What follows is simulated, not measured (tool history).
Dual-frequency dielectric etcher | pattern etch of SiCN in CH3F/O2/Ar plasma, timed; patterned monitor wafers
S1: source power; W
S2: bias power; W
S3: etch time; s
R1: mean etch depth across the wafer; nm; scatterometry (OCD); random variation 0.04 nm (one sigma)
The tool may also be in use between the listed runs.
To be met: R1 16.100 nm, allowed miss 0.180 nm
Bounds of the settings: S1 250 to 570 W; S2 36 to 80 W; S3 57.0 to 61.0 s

{"run": 1, "hour": 0.0, "S1": 410, "S2": 58, "S3": 61.0, "R1": 19.309}
{"run": 2, "hour": 1.5, "S1": 380, "S2": 57, "S3": 61.0, "R1": 18.523}
{"run": 3, "hour": 2.7, "S1": 420, "S2": 57, "S3": 61.0, "R1": 19.381}
{"run": 4, "hour": 6.1, "S1": 420, "S2": 57, "S3": 61.0, "R1": 19.564}
{"run": 5, "hour": 9.5, "S1": 420, "S2": 57, "S3": 61.0, "R1": 19.52}
{"run": 6, "hour": 16.8, "S1": 490, "S2": 57, "S3": 61.0, "R1": 20.791}
{"run": 7, "hour": 17.7, "S1": 440, "S2": 56, "S3": 61.0, "R1": 19.804}
{"run": 8, "hour": 20.7, "S1": 400, "S2": 55, "S3": 61.0, "R1": 18.709}
{"run": 9, "hour": 27.9, "S1": 370, "S2": 55, "S3": 61.0, "R1": 18.175}
{"run": 10, "hour": 33.2, "S1": 290, "S2": 52, "S3": 61.0, "R1": 15.697}

4 next moves are on the table. One of them brings every result within its allowed miss. Which?
{"run": "A", "hour": 38.5, "S1": 310, "S2": 54, "S3": 58.0, "R1": "?"}
{"run": "B", "hour": 38.5, "S1": 320, "S2": 53, "S3": 57.0, "R1": "?"}
{"run": "C", "hour": 38.5, "S1": 310, "S2": 57, "S3": 58.5, "R1": "?"}
{"run": "D", "hour": 38.5, "S1": 290, "S2": 53, "S3": 59.5, "R1": "?"}

move=A R1=15.618
move=B R1=15.494
move=C R1=16.061
move=D R1=15.379
A: further off than the last run
B: further off than the last run
C: meets every target
D: further off than the last run
Move C is the one to make.
